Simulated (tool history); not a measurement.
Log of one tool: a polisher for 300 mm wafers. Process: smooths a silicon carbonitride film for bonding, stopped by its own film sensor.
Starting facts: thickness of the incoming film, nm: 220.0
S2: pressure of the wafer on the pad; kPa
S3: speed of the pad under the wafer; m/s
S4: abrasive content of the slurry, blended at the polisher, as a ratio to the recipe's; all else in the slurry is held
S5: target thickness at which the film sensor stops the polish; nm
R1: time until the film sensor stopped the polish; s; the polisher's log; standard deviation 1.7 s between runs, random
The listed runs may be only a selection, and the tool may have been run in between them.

run 1 day=0.000 | flow_of_slurry_(ml/min)=220 S2=13.1 S3=1.12 S4=1.0 S5=178 | R1=157.15
run 2 day=0.171 | flow_of_slurry_(ml/min)=180 S2=13.1 S3=1.12 S4=1.0 S5=178 | R1=160.70
run 3 day=0.533 | flow_of_slurry_(ml/min)=180 S2=14.5 S3=1.14 S4=1.0 S5=178 | R1=144.06
run 4 day=0.604 | flow_of_slurry_(ml/min)=180 S2=15.9 S3=1.16 S4=1.0 S5=178 | R1=134.39
run 5 day=0.650 | flow_of_slurry_(ml/min)=215 S2=15.9 S3=1.16 S4=1.0 S5=178 | R1=129.73
run 6 day=0.908 | flow_of_slurry_(ml/min)=215 S2=16.5 S3=1.18 S4=1.0 S5=178 | R1=126.44
run 7 day=1.054 | flow_of_slurry_(ml/min)=215 S2=17.2 S3=1.20 S4=1.0 S5=178 | R1=119.71
run 8 day=1.250 | flow_of_slurry_(ml/min)=215 S2=17.9 S3=1.22 S4=1.0 S5=178 | R1=112.68

Predict the results of run 9:
run 9 day=1.592 | flow_of_slurry_(ml/min)=215 S2=18.6 S3=1.22 S4=1.0 S5=178 | R1=?

{"run 9": {"R1": 104.14}}
